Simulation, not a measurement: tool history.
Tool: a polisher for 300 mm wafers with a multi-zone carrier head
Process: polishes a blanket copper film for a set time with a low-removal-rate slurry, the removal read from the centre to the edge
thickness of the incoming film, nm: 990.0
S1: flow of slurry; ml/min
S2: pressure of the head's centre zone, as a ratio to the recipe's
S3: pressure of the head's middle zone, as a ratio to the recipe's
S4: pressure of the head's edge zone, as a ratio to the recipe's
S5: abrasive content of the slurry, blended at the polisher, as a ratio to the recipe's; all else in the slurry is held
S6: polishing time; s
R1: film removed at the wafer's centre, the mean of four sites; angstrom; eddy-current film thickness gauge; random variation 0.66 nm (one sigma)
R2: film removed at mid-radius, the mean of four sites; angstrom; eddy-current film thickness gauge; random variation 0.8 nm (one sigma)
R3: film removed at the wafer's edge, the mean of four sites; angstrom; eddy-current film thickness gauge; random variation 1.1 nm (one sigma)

run  hour   S1    S2    S3    S4    S5  S6       R1       R2      R3
  1   0.0  120  1.00  1.00  1.00  1.00  58  1247.10  1247.10  1268.6
  2   6.8  115  0.99  0.98  1.00  0.95  57  1174.50  1202.20  1230.2
  3  11.2  115  0.99  0.98  1.08  0.95  57  1155.90  1164.70  1295.3
  4  11.8  115  0.99  0.97  1.08  0.90  56  1146.10  1146.80  1243.8
  5  18.0  110  0.98  0.95  1.09  0.85  55  1071.80  1054.90  1204.8
  6  20.0  105  0.97  0.94  1.08  0.80  55  1051.50  1038.40  1173.8
  7  23.7  100  0.96  0.93  1.08  0.75  54   997.80   978.71  1128.4
  8  31.4  100  0.95  0.92  1.07  0.70  54   948.84   963.14  1104.9

The next listed run, before its measurement:
  9  37.7  100  0.95  0.91  1.06  0.70  54   ?   ?   ?

R1: 943.72 angstrom
R2: 971.80 angstrom
R3: 1109.5 angstrom
